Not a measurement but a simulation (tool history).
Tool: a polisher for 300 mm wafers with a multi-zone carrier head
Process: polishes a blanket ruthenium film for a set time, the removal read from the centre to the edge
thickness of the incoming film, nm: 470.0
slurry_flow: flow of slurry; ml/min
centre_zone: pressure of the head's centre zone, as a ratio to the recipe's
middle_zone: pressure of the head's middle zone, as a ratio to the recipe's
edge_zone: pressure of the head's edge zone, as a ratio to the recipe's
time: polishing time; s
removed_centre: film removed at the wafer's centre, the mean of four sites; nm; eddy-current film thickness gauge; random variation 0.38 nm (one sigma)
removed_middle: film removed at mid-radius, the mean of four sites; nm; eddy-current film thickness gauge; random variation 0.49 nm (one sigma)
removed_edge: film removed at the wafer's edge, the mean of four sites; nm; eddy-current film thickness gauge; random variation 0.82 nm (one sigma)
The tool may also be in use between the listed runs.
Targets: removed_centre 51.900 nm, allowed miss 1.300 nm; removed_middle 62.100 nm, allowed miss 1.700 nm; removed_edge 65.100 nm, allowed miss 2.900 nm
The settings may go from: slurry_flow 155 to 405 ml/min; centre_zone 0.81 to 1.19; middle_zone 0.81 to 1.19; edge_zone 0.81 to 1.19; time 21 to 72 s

run	hour	slurry_flow	centre_zone	middle_zone	edge_zone	time	removed_centre	removed_middle	removed_edge
1	0.0	260	1.00	1.00	1.00	46	59.304	62.189	61.441
2	2.0	260	1.07	1.00	1.00	46	62.958	61.746	62.114
3	4.3	255	1.05	1.00	1.02	46	61.579	60.812	62.653
4	4.8	250	1.03	1.00	1.03	46	59.359	61.472	63.269
5	9.9	270	1.03	1.00	1.03	46	61.267	61.610	62.216
6	15.9	270	1.03	1.00	1.03	50	66.784	66.434	67.600
7	22.6	265	1.01	1.00	1.03	50	64.585	66.035	69.610
8	28.0	230	0.91	1.02	0.93	47	54.412	62.096	60.948
9	34.8	225	0.91	1.02	0.94	47	54.616	62.074	59.777
10	40.8	225	0.90	1.02	0.95	47	52.938	61.949	61.217
11	46.4	225	0.90	1.02	0.96	47	52.624	62.663	62.155
12	48.4	215	0.89	0.99	1.03	47	52.130	60.555	63.876

Which of these 4 next moves meets every target?
A	50.4	165	0.85	0.97	0.98	51	?	?	?
B	50.4	295	0.87	0.98	0.89	46	?	?	?
C	50.4	155	0.97	1.02	1.05	47	?	?	?
D	50.4	225	0.83	1.06	1.06	48	?	?	?

move	removed_centre	removed_middle	removed_edge
A	51.976	62.215	64.688
B	52.547	61.330	59.228
C	53.997	58.853	61.076
D	50.505	65.910	65.519
A: meets every target
B: brings the result that was furthest off to its target, and leaves another outside
C: further off than the last run
D: takes the result that was furthest off past its target
Move A is the one to make.
